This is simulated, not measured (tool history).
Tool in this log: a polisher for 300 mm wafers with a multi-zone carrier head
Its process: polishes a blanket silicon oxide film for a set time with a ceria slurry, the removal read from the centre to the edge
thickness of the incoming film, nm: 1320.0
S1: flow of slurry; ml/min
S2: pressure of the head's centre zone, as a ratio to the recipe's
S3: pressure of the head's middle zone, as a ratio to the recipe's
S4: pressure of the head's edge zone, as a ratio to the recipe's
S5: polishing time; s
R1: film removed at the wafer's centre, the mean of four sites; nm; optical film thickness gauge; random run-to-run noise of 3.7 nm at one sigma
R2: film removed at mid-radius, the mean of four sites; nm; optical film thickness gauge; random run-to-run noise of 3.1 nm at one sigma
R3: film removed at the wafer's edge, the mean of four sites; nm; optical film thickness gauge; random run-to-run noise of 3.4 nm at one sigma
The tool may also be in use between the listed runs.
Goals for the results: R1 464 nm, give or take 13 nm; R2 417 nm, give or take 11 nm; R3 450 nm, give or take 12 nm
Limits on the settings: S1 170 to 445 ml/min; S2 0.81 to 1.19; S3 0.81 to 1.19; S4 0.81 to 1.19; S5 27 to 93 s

{"run": 1, "hour": 0.0, "S1": 285, "S2": 1, "S3": 1, "S4": 1, "S5": 59, "R1": 559.61, "R2": 548.72, "R3": 547.82}
{"run": 2, "hour": 4.9, "S1": 275, "S2": 0.98, "S3": 0.95, "S4": 0.96, "S5": 57, "R1": 524.67, "R2": 499.7, "R3": 523.46}
{"run": 3, "hour": 12.5, "S1": 270, "S2": 0.98, "S3": 0.93, "S4": 0.93, "S5": 55, "R1": 508.95, "R2": 479.94, "R3": 491.04}
{"run": 4, "hour": 14.2, "S1": 260, "S2": 0.97, "S3": 0.9, "S4": 0.91, "S5": 54, "R1": 485.09, "R2": 454.63, "R3": 487.92}
{"run": 5, "hour": 19.8, "S1": 255, "S2": 0.97, "S3": 0.89, "S4": 0.89, "S5": 53, "R1": 478.02, "R2": 444.28, "R3": 470.2}
{"run": 6, "hour": 26.8, "S1": 255, "S2": 1.03, "S3": 0.89, "S4": 0.89, "S5": 53, "R1": 513.6, "R2": 448.37, "R3": 474.04}
{"run": 7, "hour": 28.0, "S1": 245, "S2": 1.01, "S3": 0.88, "S4": 0.87, "S5": 53, "R1": 502.43, "R2": 442.31, "R3": 458.65}
{"run": 8, "hour": 33.0, "S1": 235, "S2": 1, "S3": 0.87, "S4": 0.87, "S5": 53, "R1": 484.86, "R2": 428.06, "R3": 451.66}
{"run": 9, "hour": 38.0, "S1": 230, "S2": 0.99, "S3": 0.87, "S4": 0.88, "S5": 53, "R1": 478, "R2": 432.76, "R3": 456.74}

4 candidate next runs follow, results not yet known. Just one meets every target within its allowed miss. Identify it.
{"run": "A", "hour": 43.0, "S1": 200, "S2": 1, "S3": 0.9, "S4": 0.86, "S5": 56, "R1": "?", "R2": "?", "R3": "?"}
{"run": "B", "hour": 43.0, "S1": 240, "S2": 1, "S3": 0.85, "S4": 0.88, "S5": 55, "R1": "?", "R2": "?", "R3": "?"}
{"run": "C", "hour": 43.0, "S1": 210, "S2": 1.01, "S3": 0.9, "S4": 0.85, "S5": 53, "R1": "?", "R2": "?", "R3": "?"}
{"run": "D", "hour": 43.0, "S1": 200, "S2": 0.96, "S3": 0.85, "S4": 0.83, "S5": 54, "R1": "?", "R2": "?", "R3": "?"}

move=A R1=505.34 R2=451.22 R3=477.11
move=B R1=511.93 R2=434.77 R3=482.98
move=C R1=487.46 R2=430.52 R3=452.28
move=D R1=467.67 R2=415.14 R3=454.32
A: further off than the last run
B: further off than the last run
C: further off than the last run
D: each result inside its tolerance
Move D is the one to make.
